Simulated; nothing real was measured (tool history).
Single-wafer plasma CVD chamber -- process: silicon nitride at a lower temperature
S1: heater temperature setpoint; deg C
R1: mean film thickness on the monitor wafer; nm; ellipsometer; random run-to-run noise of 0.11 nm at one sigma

{"run": 1, "hour": 0.0, "S1": 330, "chamber pressure (Pa)": 231, "RF power (kW)": 0.325, "deposition time (s)": 25.3, "R1": 28.385}
{"run": 2, "hour": 5.3, "S1": 330, "chamber pressure (Pa)": 223, "RF power (kW)": 0.325, "deposition time (s)": 25.3, "R1": 28.247}
{"run": 3, "hour": 9.6, "S1": 330, "chamber pressure (Pa)": 215, "RF power (kW)": 0.325, "deposition time (s)": 25.3, "R1": 27.988}
{"run": 4, "hour": 12.6, "S1": 330, "chamber pressure (Pa)": 208, "RF power (kW)": 0.325, "deposition time (s)": 25.3, "R1": 27.94}
{"run": 5, "hour": 20.0, "S1": 322, "chamber pressure (Pa)": 208, "RF power (kW)": 0.325, "deposition time (s)": 25.3, "R1": 28.12}
{"run": 6, "hour": 28.2, "S1": 322, "chamber pressure (Pa)": 231, "RF power (kW)": 0.325, "deposition time (s)": 25.3, "R1": 28.628}
{"run": 7, "hour": 36.8, "S1": 322, "chamber pressure (Pa)": 221, "RF power (kW)": 0.325, "deposition time (s)": 25.3, "R1": 28.125}
{"run": 8, "hour": 39.5, "S1": 322, "chamber pressure (Pa)": 215, "RF power (kW)": 0.325, "deposition time (s)": 25.3, "R1": 28.01}
{"run": 9, "hour": 47.5, "S1": 322, "chamber pressure (Pa)": 208, "RF power (kW)": 0.325, "deposition time (s)": 25.3, "R1": 27.788}
{"run": 10, "hour": 55.7, "S1": 322, "chamber pressure (Pa)": 203, "RF power (kW)": 0.325, "deposition time (s)": 25.3, "R1": 27.749}
{"run": 11, "hour": 57.2, "S1": 322, "chamber pressure (Pa)": 196, "RF power (kW)": 0.325, "deposition time (s)": 25.3, "R1": 27.421}
{"run": 12, "hour": 63.1, "S1": 322, "chamber pressure (Pa)": 192, "RF power (kW)": 0.325, "deposition time (s)": 25.3, "R1": 27.479}
{"run": 13, "hour": 64.3, "S1": 322, "chamber pressure (Pa)": 187, "RF power (kW)": 0.325, "deposition time (s)": 25.3, "R1": 27.343}

Run 14 is up next; what results do you expect?
{"run": 14, "hour": 73.2, "S1": 322, "chamber pressure (Pa)": 183, "RF power (kW)": 0.325, "deposition time (s)": 25.3, "R1": "?"}

R1: 27.180 nm
